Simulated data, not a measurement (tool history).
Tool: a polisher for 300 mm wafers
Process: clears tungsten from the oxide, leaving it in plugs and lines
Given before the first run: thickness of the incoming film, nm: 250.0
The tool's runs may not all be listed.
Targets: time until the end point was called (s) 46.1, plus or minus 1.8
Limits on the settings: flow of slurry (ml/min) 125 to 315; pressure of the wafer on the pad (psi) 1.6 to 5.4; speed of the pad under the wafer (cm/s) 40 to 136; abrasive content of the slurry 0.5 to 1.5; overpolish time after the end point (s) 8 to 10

run	hour	flow of slurry (ml/min)	pressure of the wafer on the pad (psi)	speed of the pad under the wafer (cm/s)	abrasive content of the slurry	overpolish time after the end point (s)	time until the end point was called (s)
1	0	205	3.5	88	1	10	62.187
2	8.6	205	3.7	88	1	10	59.471
3	16.5	205	3.8	88	1	10	57.956
4	21.2	205	3.9	88	1	10	56.739
5	24.3	205	3.9	88	1	8	58.838
6	26.4	205	3.9	88	1	8	58.967
7	27.9	205	4.1	88	1	8	55.165
8	34.1	205	4.2	88	1	8	54.412
9	35.5	205	4.3	88	1	8	54.169
10	42.9	205	4.4	88	1	8	52.963
11	47	205	4.5	88	1	8	50.59
12	49.2	205	4.6	88	1	8	49.842
13	56.2	205	4.7	88	1	8	48.489
14	64.3	205	4.8	88	1	8	49.388

Next run, 5 choices. One meets every target within its allowed miss, the rest don't. Which?
A	72.4	180	4.8	84	1.1	8	?
B	72.4	195	4.4	86	0.9	9	?
C	72.4	225	5.4	78	1.4	9	?
D	72.4	190	5	82	0.95	10	?
E	72.4	220	4.6	84	1	10	?

move	time until the end point was called (s)
A	50.536
B	54.025
C	45.768
D	50.731
E	51.588
A: moves away from the targets compared with the last run
B: moves away from the targets compared with the last run
C: hits every target within its allowed miss
D: moves away from the targets compared with the last run
E: moves away from the targets compared with the last run
C meets every target.
